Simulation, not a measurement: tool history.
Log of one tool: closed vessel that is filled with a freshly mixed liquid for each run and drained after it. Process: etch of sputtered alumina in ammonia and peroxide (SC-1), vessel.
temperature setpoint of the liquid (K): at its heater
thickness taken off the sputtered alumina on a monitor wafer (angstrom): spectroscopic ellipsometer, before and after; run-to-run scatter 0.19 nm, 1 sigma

| run | day | temperature setpoint of the liquid (K) | parts of 29 % ammonia solution to one part of 30 % peroxide (parts by volume) | time in the liquid (s) | thickness taken off the sputtered alumina on a monitor wafer (angstrom) |
|---|---|---|---|---|---|
| 1 | 0 | 329.15 | 0.85 | 130 | 190.89 |
| 2 | 0.229 | 329.65 | 0.85 | 130 | 192.96 |
| 3 | 0.538 | 330.15 | 0.85 | 130 | 201.45 |
| 4 | 0.725 | 330.65 | 0.85 | 130 | 206.98 |
| 5 | 0.942 | 330.65 | 1.1 | 130 | 210.3 |
| 6 | 1.188 | 330.65 | 1.1 | 105 | 170.74 |

Forecast run 7:
| 7 | 1.492 | 331.65 | 1.1 | 105 | ? |

Run 7 yielded thickness taken off the sputtered alumina on a monitor wafer (angstrom) 177.62.
